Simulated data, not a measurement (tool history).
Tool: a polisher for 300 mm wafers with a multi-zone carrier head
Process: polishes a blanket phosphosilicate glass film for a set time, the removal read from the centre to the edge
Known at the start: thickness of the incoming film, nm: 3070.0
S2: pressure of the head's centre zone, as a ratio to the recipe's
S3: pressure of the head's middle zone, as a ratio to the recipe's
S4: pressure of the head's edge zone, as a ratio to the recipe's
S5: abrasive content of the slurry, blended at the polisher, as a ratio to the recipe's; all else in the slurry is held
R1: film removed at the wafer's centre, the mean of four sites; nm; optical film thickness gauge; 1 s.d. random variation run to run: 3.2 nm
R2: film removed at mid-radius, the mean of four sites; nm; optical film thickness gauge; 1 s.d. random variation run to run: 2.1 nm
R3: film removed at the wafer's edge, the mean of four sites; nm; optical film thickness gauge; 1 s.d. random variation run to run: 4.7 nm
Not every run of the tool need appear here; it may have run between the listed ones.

{"run": 1, "hour": 0.0, "flow of slurry (ml/min)": 225, "S2": 1, "S3": 1, "S4": 1, "S5": 1, "polishing time (s)": 52, "R1": 458.82, "R2": 480.08, "R3": 470.06}
{"run": 2, "hour": 6.1, "flow of slurry (ml/min)": 225, "S2": 0.95, "S3": 1, "S4": 1, "S5": 1, "polishing time (s)": 52, "R1": 434.02, "R2": 469.95, "R3": 470.8}
{"run": 3, "hour": 14.5, "flow of slurry (ml/min)": 265, "S2": 0.95, "S3": 1, "S4": 1, "S5": 1, "polishing time (s)": 52, "R1": 440.66, "R2": 481.61, "R3": 484.79}
{"run": 4, "hour": 21.2, "flow of slurry (ml/min)": 300, "S2": 0.95, "S3": 1, "S4": 1, "S5": 1, "polishing time (s)": 52, "R1": 446.44, "R2": 491.4, "R3": 482.05}
{"run": 5, "hour": 30.1, "flow of slurry (ml/min)": 300, "S2": 0.94, "S3": 0.99, "S4": 0.98, "S5": 0.9, "polishing time (s)": 51, "R1": 424.84, "R2": 453.33, "R3": 449.79}
{"run": 6, "hour": 34.1, "flow of slurry (ml/min)": 300, "S2": 0.94, "S3": 0.93, "S4": 0.98, "S5": 0.9, "polishing time (s)": 51, "R1": 411.21, "R2": 433.68, "R3": 450.05}
{"run": 7, "hour": 41.8, "flow of slurry (ml/min)": 295, "S2": 0.92, "S3": 0.93, "S4": 0.95, "S5": 0.85, "polishing time (s)": 50, "R1": 393.62, "R2": 414.28, "R3": 423.33}
{"hour": 43.0, "done": "centre zone pressure recalibrated"}
{"run": 8, "hour": 43.0, "flow of slurry (ml/min)": 290, "S2": 0.9, "S3": 0.93, "S4": 0.93, "S5": 0.8, "polishing time (s)": 49, "R1": 376.13, "R2": 388.61, "R3": 402.56}

Run 9 comes next. What will it give?
{"run": 9, "hour": 50.2, "flow of slurry (ml/min)": 295, "S2": 0.89, "S3": 0.94, "S4": 0.93, "S5": 0.75, "polishing time (s)": 48, "R1": "?", "R2": "?", "R3": "?"}

{"run 9": {"R1": 355.8, "R2": 380.15, "R3": 384.64}}
